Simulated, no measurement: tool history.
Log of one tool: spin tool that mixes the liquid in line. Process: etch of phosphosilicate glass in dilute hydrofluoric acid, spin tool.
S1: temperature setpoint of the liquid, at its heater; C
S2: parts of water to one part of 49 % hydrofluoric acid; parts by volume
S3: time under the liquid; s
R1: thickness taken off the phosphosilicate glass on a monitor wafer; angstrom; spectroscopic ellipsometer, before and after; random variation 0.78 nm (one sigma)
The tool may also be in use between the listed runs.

run	day	S1	S2	S3	R1
1	0	23	205	45	342.33
2	0.25	24.5	180	45	425.78
3	0.425	26	165	45	506.59
4	0.621	26	215	45	366.85
5	0.792	26	280	45	258.52
6	1.15	26	280	45	261.51
7	1.321	27	240	45	328.13

Forecast run 8:
8	1.479	28	205	45	?

Run 8 gave R1 412.2 angstrom.
